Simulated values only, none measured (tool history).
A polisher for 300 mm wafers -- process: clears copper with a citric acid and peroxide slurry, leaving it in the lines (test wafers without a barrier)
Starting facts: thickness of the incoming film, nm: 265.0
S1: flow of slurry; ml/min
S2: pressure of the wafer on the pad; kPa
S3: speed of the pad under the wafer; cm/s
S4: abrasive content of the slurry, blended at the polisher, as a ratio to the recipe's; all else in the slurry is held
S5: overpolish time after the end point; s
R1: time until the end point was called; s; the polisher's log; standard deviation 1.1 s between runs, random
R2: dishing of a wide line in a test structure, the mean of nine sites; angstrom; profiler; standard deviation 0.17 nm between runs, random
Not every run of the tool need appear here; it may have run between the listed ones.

{"run": 1, "hour": 0.0, "S1": 145, "S2": 17.2, "S3": 112, "S4": 1.0, "S5": 20, "R1": 151.58, "R2": 206.35}
{"run": 2, "hour": 1.3, "S1": 150, "S2": 17.2, "S3": 114, "S4": 1.0, "S5": 16, "R1": 146.41, "R2": 175.92}
{"run": 3, "hour": 2.0, "S1": 150, "S2": 17.2, "S3": 114, "S4": 1.1, "S5": 16, "R1": 145.59, "R2": 174.97}
{"run": 4, "hour": 3.0, "S1": 115, "S2": 17.2, "S3": 114, "S4": 1.1, "S5": 16, "R1": 154.08, "R2": 172.23}
{"run": 5, "hour": 7.7, "S1": 115, "S2": 17.2, "S3": 88, "S4": 1.1, "S5": 16, "R1": 196.33, "R2": 135.93}
{"run": 6, "hour": 16.6, "S1": 145, "S2": 19.3, "S3": 80, "S4": 1.2, "S5": 13, "R1": 178.74, "R2": 129.61}
{"run": 7, "hour": 24.9, "S1": 165, "S2": 20.7, "S3": 74, "S4": 1.3, "S5": 11, "R1": 177.09, "R2": 113.85}
{"run": 8, "hour": 26.2, "S1": 180, "S2": 22.1, "S3": 70, "S4": 1.35, "S5": 10, "R1": 168.62, "R2": 108.12}
{"run": 9, "hour": 26.8, "S1": 180, "S2": 22.1, "S3": 70, "S4": 1.35, "S5": 10, "R1": 166.4, "R2": 108.54}

For run 10, what comes out?
{"run": 10, "hour": 31.1, "S1": 190, "S2": 23.4, "S3": 66, "S4": 1.4, "S5": 9, "R1": "?", "R2": "?"}

R1: 165.23 s
R2: 97.672 angstrom
